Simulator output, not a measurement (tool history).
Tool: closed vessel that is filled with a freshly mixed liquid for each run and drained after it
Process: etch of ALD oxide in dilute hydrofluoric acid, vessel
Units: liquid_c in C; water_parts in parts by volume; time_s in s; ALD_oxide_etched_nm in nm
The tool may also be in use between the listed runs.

run	hour	liquid_c	water_parts	time_s	ALD_oxide_etched_nm
1	0	21	200	275	15.707
2	2.7	22	195	275	16.793
3	6.4	19	195	275	14.974
4	10.6	20	190	275	16.051
5	16.8	20	190	275	16.119
6	24.1	21	185	275	17.275
7	32.6	22	180	275	18.424
8	37.4	23	175	275	19.966
9	46.6	23.5	170	275	21.001
10	54.2	24	170	275	21.383
11	55.3	24.5	170	275	21.857

Forecast run 12:
12	58.3	25	170	275	?

Run 12 gave ALD_oxide_etched_nm 22.181 nm.
